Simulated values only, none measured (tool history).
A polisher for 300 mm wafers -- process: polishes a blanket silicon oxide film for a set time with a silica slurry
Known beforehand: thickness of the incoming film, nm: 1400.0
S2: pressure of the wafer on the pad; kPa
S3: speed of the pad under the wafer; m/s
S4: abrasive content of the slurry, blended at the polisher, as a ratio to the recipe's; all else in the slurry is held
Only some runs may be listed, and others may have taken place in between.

run 1 hour=0.0 | flow_of_slurry_(ml/min)=245 S2=24.8 S3=0.92 S4=1.0 polishing_time_(s)=52 | film_removed_(angstrom)=1436.4
run 2 hour=2.7 | flow_of_slurry_(ml/min)=245 S2=24.8 S3=0.92 S4=1.0 polishing_time_(s)=52 | film_removed_(angstrom)=1433.7
run 3 hour=7.7 | flow_of_slurry_(ml/min)=245 S2=23.4 S3=0.92 S4=1.0 polishing_time_(s)=52 | film_removed_(angstrom)=1391.7
run 4 hour=8.2 | flow_of_slurry_(ml/min)=245 S2=22.1 S3=0.92 S4=1.0 polishing_time_(s)=52 | film_removed_(angstrom)=1292.0
run 5 hour=13.3 | flow_of_slurry_(ml/min)=245 S2=22.1 S3=0.92 S4=1.0 polishing_time_(s)=54 | film_removed_(angstrom)=1349.1
run 6 hour=18.3 | flow_of_slurry_(ml/min)=245 S2=20.7 S3=0.92 S4=1.0 polishing_time_(s)=54 | film_removed_(angstrom)=1283.9
run 7 hour=25.9 | flow_of_slurry_(ml/min)=245 S2=20.0 S3=0.92 S4=1.0 polishing_time_(s)=54 | film_removed_(angstrom)=1232.5

What will run 8 give?
-- hour=28.7 head pressure recalibrated
run 8 hour=28.7 | flow_of_slurry_(ml/min)=245 S2=19.3 S3=0.92 S4=1.0 polishing_time_(s)=54 | film_removed_(angstrom)=?

For run 8 the tool returned film removed (angstrom) 1128.9.

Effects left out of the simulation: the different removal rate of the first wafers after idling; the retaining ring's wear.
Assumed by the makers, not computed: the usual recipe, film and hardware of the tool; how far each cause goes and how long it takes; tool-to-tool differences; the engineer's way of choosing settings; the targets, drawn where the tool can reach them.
